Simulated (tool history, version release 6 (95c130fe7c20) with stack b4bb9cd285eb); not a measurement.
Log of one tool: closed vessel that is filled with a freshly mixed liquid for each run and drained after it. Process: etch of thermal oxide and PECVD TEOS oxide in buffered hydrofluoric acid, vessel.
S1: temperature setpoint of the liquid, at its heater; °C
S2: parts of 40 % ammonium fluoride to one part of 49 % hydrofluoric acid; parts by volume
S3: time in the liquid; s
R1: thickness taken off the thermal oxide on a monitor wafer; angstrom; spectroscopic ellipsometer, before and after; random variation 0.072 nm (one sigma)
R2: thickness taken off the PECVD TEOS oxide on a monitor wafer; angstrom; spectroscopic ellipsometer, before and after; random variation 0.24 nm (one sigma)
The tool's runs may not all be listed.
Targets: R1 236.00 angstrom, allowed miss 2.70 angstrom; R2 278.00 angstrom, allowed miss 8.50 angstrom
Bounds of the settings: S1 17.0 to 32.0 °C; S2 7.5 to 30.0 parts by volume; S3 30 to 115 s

Run 1, hour 0.0: S1 24.0 °C, S2 20.5 parts by volume, S3 60 s. Result: R1 336.57 angstrom, R2 386.39 angstrom.
Run 2, hour 3.4: S1 22.5 °C, S2 20.5 parts by volume, S3 60 s. Result: R1 307.99 angstrom, R2 368.73 angstrom.
Run 3, hour 10.7: S1 22.0 °C, S2 21.0 parts by volume, S3 60 s. Result: R1 296.14 angstrom, R2 351.16 angstrom.
Run 4, hour 14.2: S1 19.0 °C, S2 21.0 parts by volume, S3 60 s. Result: R1 249.36 angstrom, R2 294.96 angstrom.
Run 5, hour 22.0: S1 19.0 °C, S2 16.5 parts by volume, S3 60 s. Result: R1 312.39 angstrom, R2 364.19 angstrom.
Run 6, hour 29.9: S1 18.5 °C, S2 17.5 parts by volume, S3 60 s. Result: R1 285.25 angstrom, R2 336.79 angstrom.
Run 7, hour 36.8: S1 18.0 °C, S2 18.0 parts by volume, S3 60 s. Result: R1 271.40 angstrom, R2 317.40 angstrom.
Run 8, hour 39.0: S1 18.0 °C, S2 18.5 parts by volume, S3 60 s. Result: R1 264.08 angstrom, R2 309.01 angstrom.
Run 9, hour 39.9: S1 18.0 °C, S2 19.0 parts by volume, S3 60 s. Result: R1 257.67 angstrom, R2 298.83 angstrom.
Run 10, hour 40.4: S1 17.5 °C, S2 19.5 parts by volume, S3 60 s. Result: R1 243.71 angstrom, R2 288.35 angstrom.

Which of these 4 next moves meets every target?
Run A, hour 40.9: S1 18.0 °C, S2 21.0 parts by volume, S3 60 s. Result: R1 ?, R2 ?.
Run B, hour 40.9: S1 19.5 °C, S2 12.5 parts by volume, S3 35 s. Result: R1 ?, R2 ?.
Run C, hour 40.9: S1 17.0 °C, S2 27.5 parts by volume, S3 80 s. Result: R1 ?, R2 ?.
Run D, hour 40.9: S1 17.5 °C, S2 20.0 parts by volume, S3 65 s. Result: R1 ?, R2 ?.

move      R1      R2
   A  235.75  274.95
   B  245.96  286.86
   C  246.33  287.29
   D  256.73  299.41
A: meets every target
B: further off than the last run
C: further off than the last run
D: further off than the last run
Move A is the one to make.
